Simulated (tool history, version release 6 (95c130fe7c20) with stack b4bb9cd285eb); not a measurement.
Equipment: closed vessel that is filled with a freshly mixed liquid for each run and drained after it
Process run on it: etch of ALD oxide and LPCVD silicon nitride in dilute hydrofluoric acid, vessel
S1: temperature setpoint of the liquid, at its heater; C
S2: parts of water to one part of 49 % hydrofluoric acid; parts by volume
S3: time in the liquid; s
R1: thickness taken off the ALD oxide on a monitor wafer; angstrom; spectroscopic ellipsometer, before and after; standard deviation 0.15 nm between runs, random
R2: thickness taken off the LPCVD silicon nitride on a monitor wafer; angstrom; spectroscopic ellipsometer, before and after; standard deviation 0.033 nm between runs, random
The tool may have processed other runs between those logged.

Run 1, hour 0: S1 23 C, S2 95 parts by volume, S3 60 s. Result: R1 139.9 angstrom, R2 3.1603 angstrom.
Run 2, hour 6.5: S1 23 C, S2 65 parts by volume, S3 60 s. Result: R1 210.68 angstrom, R2 4.7943 angstrom.
Run 3, hour 8.1: S1 23 C, S2 40 parts by volume, S3 60 s. Result: R1 358.32 angstrom, R2 8.2281 angstrom.
Run 4, hour 13: S1 25 C, S2 40 parts by volume, S3 60 s. Result: R1 387.79 angstrom, R2 8.8452 angstrom.
Run 5, hour 18.8: S1 25 C, S2 60 parts by volume, S3 60 s. Result: R1 249.8 angstrom, R2 6.1615 angstrom.
Run 6, hour 21.7: S1 25 C, S2 60 parts by volume, S3 70 s. Result: R1 293.35 angstrom, R2 8.0418 angstrom.
Run 7, hour 22.5: S1 24 C, S2 65 parts by volume, S3 70 s. Result: R1 257.09 angstrom, R2 5.5704 angstrom.
Run 8, hour 29.2: S1 23.5 C, S2 65 parts by volume, S3 70 s. Result: R1 251.61 angstrom, R2 5.5937 angstrom.
Run 9, hour 37: S1 23 C, S2 65 parts by volume, S3 70 s. Result: R1 248.75 angstrom, R2 4.2981 angstrom.
Run 10, hour 43.4: S1 23 C, S2 75 parts by volume, S3 65 s. Result: R1 196.71 angstrom, R2 4.0223 angstrom.
Run 11, hour 45: S1 22.5 C, S2 75 parts by volume, S3 65 s. Result: R1 192.78 angstrom, R2 4.7954 angstrom.

For run 12, what comes out?
Run 12, hour 47: S1 22 C, S2 75 parts by volume, S3 65 s. Result: R1 ?, R2 ?.

Logged for run 12: R1 193.16 angstrom, R2 3.675 angstrom.
